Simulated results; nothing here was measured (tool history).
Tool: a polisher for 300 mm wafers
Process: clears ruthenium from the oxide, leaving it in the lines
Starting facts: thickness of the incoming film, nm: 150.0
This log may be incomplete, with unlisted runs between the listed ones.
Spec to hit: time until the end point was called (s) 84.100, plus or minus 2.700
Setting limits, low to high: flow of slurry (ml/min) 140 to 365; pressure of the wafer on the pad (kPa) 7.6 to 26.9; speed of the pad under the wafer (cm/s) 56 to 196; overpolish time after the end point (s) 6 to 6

run,hour,flow of slurry (ml/min),pressure of the wafer on the pad (kPa),speed of the pad under the wafer (cm/s),overpolish time after the end point (s),time until the end point was called (s)
1,0.0,235,17.2,126,6,98.820
2,7.5,235,17.9,126,6,94.427
3,9.8,235,17.9,126,6,94.605
4,10.9,235,17.9,126,6,94.601
5,17.6,235,17.9,126,6,94.877
6,19.7,235,17.9,104,6,115.510
7,25.8,235,17.9,104,6,114.280
8,28.7,245,22.8,106,6,90.361
9,36.6,245,23.4,106,6,87.070

Which one of the following 4 next-run settings gets every result inside its allowed miss? There is exactly one.
A,44.5,245,23.4,118,6,?
B,44.5,165,26.9,102,6,?
C,44.5,160,26.9,110,6,?
D,44.5,155,15.2,186,6,?

move,time until the end point was called (s)
A,78.786
B,83.629
C,78.086
D,79.466
A: pushes the last run's worst result past its target
B: meets every target
C: pushes the last run's worst result past its target
D: pushes the last run's worst result past its target
The move that meets every target is B.
